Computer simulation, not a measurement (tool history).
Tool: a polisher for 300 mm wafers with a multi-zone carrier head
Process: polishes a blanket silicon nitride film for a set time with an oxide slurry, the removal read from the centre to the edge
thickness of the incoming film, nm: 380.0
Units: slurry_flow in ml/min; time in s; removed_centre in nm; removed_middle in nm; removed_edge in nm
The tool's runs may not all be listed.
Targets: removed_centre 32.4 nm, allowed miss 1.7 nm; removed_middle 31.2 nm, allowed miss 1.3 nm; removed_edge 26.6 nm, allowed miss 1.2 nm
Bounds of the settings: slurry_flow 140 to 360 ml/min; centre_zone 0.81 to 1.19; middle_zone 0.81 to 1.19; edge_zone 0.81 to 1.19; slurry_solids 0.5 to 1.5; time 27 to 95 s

| run | hour | slurry_flow | centre_zone | middle_zone | edge_zone | slurry_solids | time | removed_centre | removed_middle | removed_edge |
|---|---|---|---|---|---|---|---|---|---|---|
| 1 | 0 | 230 | 1 | 1 | 1 | 1 | 61 | 44.863 | 43.583 | 43.522 |
| 2 | 3.5 | 275 | 1 | 1 | 1 | 1 | 61 | 44.909 | 43.952 | 42.692 |
| 3 | 8.8 | 285 | 1.01 | 1.01 | 0.96 | 0.85 | 58 | 39.591 | 39.302 | 37.328 |
| 4 | 10.7 | 255 | 1.01 | 1.01 | 0.96 | 0.85 | 58 | 38.987 | 38.502 | 36.257 |
| 5 | 17.3 | 255 | 1.01 | 1.01 | 1.02 | 0.85 | 58 | 38.555 | 39.255 | 37.777 |
| 6 | 20 | 260 | 1.04 | 1.02 | 0.98 | 0.75 | 57 | 37.374 | 36.749 | 34.628 |
| 7 | 20.7 | 265 | 1.06 | 1.03 | 0.95 | 0.7 | 56 | 35.69 | 34.438 | 32.42 |
| 8 | 28.2 | 270 | 1.08 | 1.05 | 0.91 | 0.65 | 56 | 35.381 | 33.848 | 29.716 |
| 9 | 36.5 | 265 | 1.07 | 1.05 | 0.89 | 0.6 | 56 | 32.797 | 31.887 | 28.892 |
| 10 | 41.8 | 285 | 1.14 | 1.12 | 0.84 | 0.5 | 54 | 31.179 | 29.087 | 23.53 |
| 11 | 46.9 | 285 | 1.13 | 1.11 | 0.86 | 0.5 | 54 | 29.982 | 28.653 | 24.378 |

4 next moves are on the table. One of them brings every result within its allowed miss. Which?
| A | 52 | 355 | 1.08 | 1.07 | 0.86 | 0.7 | 48 | ? | ? | ? |
| B | 52 | 280 | 1.19 | 0.88 | 0.92 | 0.5 | 63 | ? | ? | ? |
| C | 52 | 325 | 1.13 | 0.96 | 0.89 | 0.5 | 58 | ? | ? | ? |
| D | 52 | 290 | 1.17 | 1.01 | 0.91 | 0.5 | 62 | ? | ? | ? |

| move | removed_centre | removed_middle | removed_edge |
|---|---|---|---|
| A | 32.69 | 31.337 | 26.72 |
| B | 37.032 | 28.178 | 28.879 |
| C | 33.074 | 28.075 | 26.464 |
| D | 36.06 | 30.81 | 28.316 |
A: meets every target
B: further off than the last run
C: further off than the last run
D: brings the result that was furthest off to its target, and leaves another outside
Answer: A

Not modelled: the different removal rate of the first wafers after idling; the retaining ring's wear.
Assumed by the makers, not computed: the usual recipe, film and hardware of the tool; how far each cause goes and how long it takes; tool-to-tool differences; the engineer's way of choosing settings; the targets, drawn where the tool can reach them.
